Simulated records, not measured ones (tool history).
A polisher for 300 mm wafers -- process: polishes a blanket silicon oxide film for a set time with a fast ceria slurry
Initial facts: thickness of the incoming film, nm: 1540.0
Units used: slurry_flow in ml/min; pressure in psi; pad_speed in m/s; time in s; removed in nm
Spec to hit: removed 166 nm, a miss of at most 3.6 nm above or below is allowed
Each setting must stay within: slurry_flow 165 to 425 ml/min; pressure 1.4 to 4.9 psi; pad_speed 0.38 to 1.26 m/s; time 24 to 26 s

{"run": 1, "hour": 0.0, "slurry_flow": 275, "pressure": 3.1, "pad_speed": 0.82, "time": 26, "removed": 315}
{"run": 2, "hour": 8.7, "slurry_flow": 275, "pressure": 3.8, "pad_speed": 0.82, "time": 26, "removed": 387.48}
{"run": 3, "hour": 12.2, "slurry_flow": 275, "pressure": 3.8, "pad_speed": 0.82, "time": 24, "removed": 353.77}
{"run": 4, "hour": 20.8, "slurry_flow": 270, "pressure": 3.4, "pad_speed": 0.8, "time": 24, "removed": 306.32}
{"run": 5, "hour": 22.8, "slurry_flow": 260, "pressure": 3.1, "pad_speed": 0.8, "time": 24, "removed": 282.66}
{"run": 6, "hour": 29.2, "slurry_flow": 260, "pressure": 3.1, "pad_speed": 0.6, "time": 24, "removed": 210.37}
{"run": 7, "hour": 37.3, "slurry_flow": 255, "pressure": 3, "pad_speed": 0.6, "time": 24, "removed": 206.65}
{"run": 8, "hour": 45.7, "slurry_flow": 255, "pressure": 3, "pad_speed": 0.6, "time": 24, "removed": 205.71}
{"run": 9, "hour": 50.8, "slurry_flow": 250, "pressure": 2.9, "pad_speed": 0.6, "time": 24, "removed": 200.35}
{"run": 10, "hour": 56.7, "slurry_flow": 250, "pressure": 2.8, "pad_speed": 0.6, "time": 24, "removed": 192.07}
{"run": 11, "hour": 65.4, "slurry_flow": 245, "pressure": 2.7, "pad_speed": 0.6, "time": 24, "removed": 185.94}
{"run": 12, "hour": 66.2, "slurry_flow": 240, "pressure": 2.7, "pad_speed": 0.6, "time": 24, "removed": 184.8}
{"run": 13, "hour": 67.3, "slurry_flow": 220, "pressure": 2.3, "pad_speed": 0.6, "time": 24, "removed": 154.67}
{"run": 14, "hour": 72.1, "slurry_flow": 230, "pressure": 2.3, "pad_speed": 0.6, "time": 24, "removed": 157.4}
{"run": 15, "hour": 74.8, "slurry_flow": 235, "pressure": 2.3, "pad_speed": 0.6, "time": 24, "removed": 158.42}
{"run": 16, "hour": 78.5, "slurry_flow": 240, "pressure": 2.3, "pad_speed": 0.6, "time": 24, "removed": 160.51}
{"run": 17, "hour": 80.2, "slurry_flow": 245, "pressure": 2.3, "pad_speed": 0.6, "time": 24, "removed": 159.41}

Below are 5 possible settings for the next run. Only one of them brings all results inside the allowed miss of their targets. Which is it?
{"run": "A", "hour": 81.9, "slurry_flow": 245, "pressure": 1.5, "pad_speed": 0.9, "time": 24, "removed": "?"}
{"run": "B", "hour": 81.9, "slurry_flow": 225, "pressure": 2.3, "pad_speed": 0.6, "time": 24, "removed": "?"}
{"run": "C", "hour": 81.9, "slurry_flow": 250, "pressure": 2.7, "pad_speed": 0.54, "time": 24, "removed": "?"}
{"run": "D", "hour": 81.9, "slurry_flow": 235, "pressure": 2.6, "pad_speed": 0.52, "time": 24, "removed": "?"}
{"run": "E", "hour": 81.9, "slurry_flow": 295, "pressure": 2.3, "pad_speed": 0.54, "time": 25, "removed": "?"}

move=A removed=157.66
move=B removed=158.35
move=C removed=169.14
move=D removed=156.21
move=E removed=153.57
A: the biggest miss grows against the last run
B: the biggest miss grows against the last run
C: each result inside its tolerance
D: the biggest miss grows against the last run
E: the biggest miss grows against the last run
Go with C: it meets all targets.

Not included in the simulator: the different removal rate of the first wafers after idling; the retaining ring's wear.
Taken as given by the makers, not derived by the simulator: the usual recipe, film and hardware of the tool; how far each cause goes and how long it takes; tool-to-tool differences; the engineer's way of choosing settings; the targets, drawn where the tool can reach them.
